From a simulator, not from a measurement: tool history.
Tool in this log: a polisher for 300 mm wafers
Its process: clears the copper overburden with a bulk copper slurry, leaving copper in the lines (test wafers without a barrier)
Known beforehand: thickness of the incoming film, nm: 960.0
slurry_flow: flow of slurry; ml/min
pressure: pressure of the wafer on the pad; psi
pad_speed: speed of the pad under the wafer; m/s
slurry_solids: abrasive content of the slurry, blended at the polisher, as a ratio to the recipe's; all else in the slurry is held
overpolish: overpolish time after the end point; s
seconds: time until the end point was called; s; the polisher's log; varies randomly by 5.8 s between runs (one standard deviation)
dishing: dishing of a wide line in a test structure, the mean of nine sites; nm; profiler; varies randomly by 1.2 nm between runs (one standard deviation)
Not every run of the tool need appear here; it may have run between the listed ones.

run,hour,slurry_flow,pressure,pad_speed,slurry_solids,overpolish,seconds,dishing
1,0,235,2.3,1.34,1,17,116.65,90.465
2,3,235,2.1,1.22,1,18,140.8,83.731
3,6.7,205,2.1,1.22,1,18,139.04,81.773
4,8.5,205,2.1,1.38,1,18,123.84,85.313
5,17.3,165,2.1,1.38,1,18,132.36,86.096
6,24.4,160,1.9,1.26,1,19,159.59,76.451
7,32.1,160,1.7,1.18,1,20,187.85,68.096

Run 8 comes next. What will it give?
# hour 34: slurry nozzle cleaned
8,34,160,1.6,1.12,1,21,?,?

{"run 8": {"seconds": 193.01, "dishing": 72.101}}
